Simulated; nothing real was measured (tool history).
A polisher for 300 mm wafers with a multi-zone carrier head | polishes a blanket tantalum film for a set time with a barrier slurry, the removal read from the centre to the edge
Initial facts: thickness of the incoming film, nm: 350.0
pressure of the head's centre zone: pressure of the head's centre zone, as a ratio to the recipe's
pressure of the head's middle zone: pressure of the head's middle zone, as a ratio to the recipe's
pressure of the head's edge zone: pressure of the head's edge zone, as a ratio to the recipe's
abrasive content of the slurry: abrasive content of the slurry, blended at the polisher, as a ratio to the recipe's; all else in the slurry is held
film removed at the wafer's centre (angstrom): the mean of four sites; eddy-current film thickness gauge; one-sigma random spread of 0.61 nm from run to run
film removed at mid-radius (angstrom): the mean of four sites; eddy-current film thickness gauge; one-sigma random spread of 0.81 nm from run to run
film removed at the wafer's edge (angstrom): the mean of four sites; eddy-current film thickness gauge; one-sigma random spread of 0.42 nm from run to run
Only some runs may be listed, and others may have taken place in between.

run,hour,flow of slurry (ml/min),pressure of the head's centre zone,pressure of the head's middle zone,pressure of the head's edge zone,abrasive content of the slurry,polishing time (s),film removed at the wafer's centre (angstrom),film removed at mid-radius (angstrom),film removed at the wafer's edge (angstrom)
1,0,290,1,1,1,1,48,524.63,533.94,517.82
2,4.3,290,1.04,1,1,1,48,544.28,530.7,524.68
3,13.3,290,1.04,0.92,1,1,48,550.62,502.4,522.85
4,14.4,290,1.04,0.92,0.97,1,48,540.41,508.2,518.21
5,22.5,300,1.05,0.93,1.02,1.15,49,582.52,541.13,555.45
6,31.2,300,1.05,0.93,0.99,1.15,49,581.8,530.99,560.19
7,31.9,310,1.07,0.94,1,1.25,50,631.59,555.56,582.69
8,36.5,310,1.07,0.93,1.03,1.35,51,656.25,589.83,609.75
9,41.6,340,1.12,0.83,1.13,1.5,54,760.26,586.96,703.21

The next listed run, before its measurement:
10,45.3,340,1.12,0.83,1.13,1.5,54,?,?,?

Logged for run 10: film removed at the wafer's centre (angstrom) 762.24, film removed at mid-radius (angstrom) 592.04, film removed at the wafer's edge (angstrom) 692.5.

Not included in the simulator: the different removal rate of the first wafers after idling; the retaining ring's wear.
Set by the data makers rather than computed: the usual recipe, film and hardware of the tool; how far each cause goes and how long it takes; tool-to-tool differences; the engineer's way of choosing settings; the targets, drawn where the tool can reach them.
